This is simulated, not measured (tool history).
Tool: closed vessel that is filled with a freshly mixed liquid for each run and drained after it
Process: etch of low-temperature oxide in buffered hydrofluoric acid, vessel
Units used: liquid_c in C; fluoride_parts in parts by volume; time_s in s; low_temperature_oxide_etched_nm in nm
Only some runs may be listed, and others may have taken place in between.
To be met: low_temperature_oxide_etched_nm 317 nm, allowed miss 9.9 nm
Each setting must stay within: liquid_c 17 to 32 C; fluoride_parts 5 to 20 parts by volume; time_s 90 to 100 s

run,hour,liquid_c,fluoride_parts,time_s,low_temperature_oxide_etched_nm
1,0,24,12,90,243.93
2,4.2,24,12,90,247.11
3,10.7,25.5,12,90,262.5
4,14.3,27.5,12,90,297.09
5,17.5,28,12,90,301.44
6,21.7,28,10,90,359.44
7,27.5,27.5,10,90,349.21
8,35.8,27,10,90,345.69
9,39.8,26.5,10,90,336.08

Of the 4 settings listed for the next run, only one would bring every result within its allowed miss of target. Which one?
A,43.8,23.5,9,90,?
B,43.8,28,13,95,?
C,43.8,25.5,10,90,?
D,43.8,24,11,100,?

move,low_temperature_oxide_etched_nm
A,301.9
B,294.32
C,314.98
D,294.04
A: moves the result that the last run missed by most past its target, out the other side
B: moves the result that the last run missed by most past its target, out the other side
C: hits every target within its allowed miss
D: moves the result that the last run missed by most past its target, out the other side
Correct choice: C, which meets every target
